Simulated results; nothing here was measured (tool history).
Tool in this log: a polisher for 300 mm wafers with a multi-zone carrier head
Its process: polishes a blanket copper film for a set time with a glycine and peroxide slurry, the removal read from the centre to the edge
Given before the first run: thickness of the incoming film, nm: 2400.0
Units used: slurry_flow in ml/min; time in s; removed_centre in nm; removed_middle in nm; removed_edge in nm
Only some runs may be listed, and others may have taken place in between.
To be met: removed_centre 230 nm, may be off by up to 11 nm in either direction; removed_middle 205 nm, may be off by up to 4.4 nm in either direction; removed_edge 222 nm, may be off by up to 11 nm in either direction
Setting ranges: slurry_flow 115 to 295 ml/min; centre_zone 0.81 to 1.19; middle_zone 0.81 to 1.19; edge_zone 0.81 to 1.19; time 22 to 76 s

run  hour  slurry_flow  centre_zone  middle_zone  edge_zone  time  removed_centre  removed_middle  removed_edge
  1     0          190            1            1          1    49          170.06          171.68        174.44
  2     6          190         1.03            1          1    49          178.01          171.82        169.24
  3   7.4          200         1.04         0.99       1.04    51          186.17          178.86         187.9
  4  10.5          215         1.07            1       1.07    52          195.91          184.14        189.35
  5  12.5          215         1.08            1       1.09    53          205.26          188.26        197.06
  6  14.9          215         1.08         0.97       1.09    53          204.36          184.38        192.63
  7  17.6          215         1.09         0.98       1.11    54          207.51          191.74        203.22
  8  19.1          220          1.1         0.98       1.13    55          215.01          191.66        208.95
  9  21.1          225         1.11         0.99       1.14    55          223.62          193.75         213.3
 10    29          265         1.09         1.03       1.16    55          221.76          206.61        211.07

Which of these 4 next moves meets every target?
  A  36.9          240         1.05         1.06       1.18    53               ?               ?             ?
  B  36.9          295         1.18          1.1       1.09    52               ?               ?             ?
  C  36.9          270         1.07         0.94       1.07    59               ?               ?             ?
  D  36.9          295         1.18         1.04       0.96    53               ?               ?             ?

move  removed_centre  removed_middle  removed_edge
   A          201.53          203.23        205.71
   B          227.77          210.14        196.81
   C          231.68          207.04        220.25
   D          232.06          204.21        188.68
A: its largest miss is bigger than the last run's
B: its largest miss is bigger than the last run's
C: in spec on every target
D: its largest miss is bigger than the last run's
C is the move that brings every result within its allowed miss.
